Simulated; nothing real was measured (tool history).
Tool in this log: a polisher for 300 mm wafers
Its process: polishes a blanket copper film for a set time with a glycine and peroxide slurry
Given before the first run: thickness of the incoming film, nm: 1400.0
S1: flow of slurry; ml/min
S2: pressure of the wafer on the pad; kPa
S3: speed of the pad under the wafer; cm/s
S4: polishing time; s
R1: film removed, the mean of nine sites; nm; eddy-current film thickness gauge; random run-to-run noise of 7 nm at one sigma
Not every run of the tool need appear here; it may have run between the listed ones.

run 1 hour=0.0 | S1=280 S2=22.8 S3=86 S4=81 | R1=396.89
run 2 hour=5.5 | S1=280 S2=19.3 S3=86 S4=81 | R1=349.94
run 3 hour=13.3 | S1=280 S2=22.1 S3=88 S4=81 | R1=389.03
run 4 hour=14.3 | S1=230 S2=22.1 S3=88 S4=81 | R1=383.31
run 5 hour=23.0 | S1=185 S2=22.1 S3=88 S4=81 | R1=393.84
run 6 hour=29.6 | S1=185 S2=22.1 S3=88 S4=81 | R1=382.97
run 7 hour=36.4 | S1=185 S2=24.1 S3=88 S4=81 | R1=410.07

Run 8, settings as shown, results not yet in. Your forecast:
run 8 hour=43.0 | S1=185 S2=25.5 S3=88 S4=81 | R1=?

{"run 8": {"R1": 436.55}}
